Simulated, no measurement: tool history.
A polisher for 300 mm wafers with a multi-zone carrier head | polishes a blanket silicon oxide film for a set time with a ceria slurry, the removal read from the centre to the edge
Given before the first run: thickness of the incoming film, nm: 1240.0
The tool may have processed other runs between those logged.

run	hour	flow of slurry (ml/min)	pressure of the head's centre zone	pressure of the head's middle zone	pressure of the head's edge zone	polishing time (s)	film removed at the wafer's centre (nm)	film removed at mid-radius (nm)	film removed at the wafer's edge (nm)
1	0	260	1	1	1	86	355.54	347.57	352.93
2	4.6	255	1.01	0.96	0.97	81	335.96	319.91	327.32
3	10.3	250	1.03	0.93	0.96	77	322.88	288.3	313.06
4	14.9	250	1.07	0.93	0.96	77	338.19	294.73	308.22
5	22.5	250	1.13	0.93	0.96	77	358.18	300.15	307.73
6	26.9	250	1.08	0.93	0.96	77	335.87	288.44	309.84

Run 7 comes next. What will it give?
7	30.7	245	1.08	0.92	0.93	75	?	?	?

{"run 7": {"film removed at the wafer's centre (nm)": 327.48, "film removed at mid-radius (nm)": 286.21, "film removed at the wafer's edge (nm)": 292.7}}
